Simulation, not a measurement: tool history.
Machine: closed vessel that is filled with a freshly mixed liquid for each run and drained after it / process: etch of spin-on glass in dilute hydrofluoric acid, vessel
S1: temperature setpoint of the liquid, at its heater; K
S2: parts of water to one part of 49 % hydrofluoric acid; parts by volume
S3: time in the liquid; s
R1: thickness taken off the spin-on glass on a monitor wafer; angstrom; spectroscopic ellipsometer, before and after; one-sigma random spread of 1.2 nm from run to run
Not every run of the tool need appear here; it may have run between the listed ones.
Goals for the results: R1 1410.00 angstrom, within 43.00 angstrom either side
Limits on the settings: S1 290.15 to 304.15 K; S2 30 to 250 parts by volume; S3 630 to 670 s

run 1 hour=0.0 | S1=296.15 S2=140 S3=630 | R1=964.08
run 2 hour=8.2 | S1=297.15 S2=140 S3=630 | R1=1005.60
run 3 hour=12.8 | S1=297.15 S2=140 S3=670 | R1=1060.20
run 4 hour=19.5 | S1=293.65 S2=140 S3=670 | R1=944.70
run 5 hour=21.7 | S1=293.65 S2=185 S3=670 | R1=671.29
run 6 hour=24.3 | S1=293.65 S2=215 S3=670 | R1=562.33
run 7 hour=28.2 | S1=295.15 S2=205 S3=670 | R1=629.94
run 8 hour=29.8 | S1=296.15 S2=195 S3=670 | R1=697.85
run 9 hour=34.1 | S1=300.15 S2=140 S3=670 | R1=1191.30

Pick the move, out of 5, that brings all results within their allowed miss; only one does.
run A hour=38.4 | S1=301.15 S2=120 S3=630 | R1=?
run B hour=38.4 | S1=301.15 S2=125 S3=630 | R1=?
run C hour=38.4 | S1=300.15 S2=130 S3=670 | R1=?
run D hour=38.4 | S1=297.15 S2=100 S3=670 | R1=?
run E hour=38.4 | S1=298.65 S2=125 S3=670 | R1=?

move=A R1=1388.40
move=B R1=1324.20
move=C R1=1295.90
move=D R1=1557.40
move=E R1=1281.00
A: meets every target
B: closes in on the targets versus the last run, not all within tolerance yet
C: closes in on the targets versus the last run, not all within tolerance yet
D: carries the result that was furthest off beyond its target, to the other side
E: closes in on the targets versus the last run, not all within tolerance yet
So the answer is move A, the one that meets all the targets.
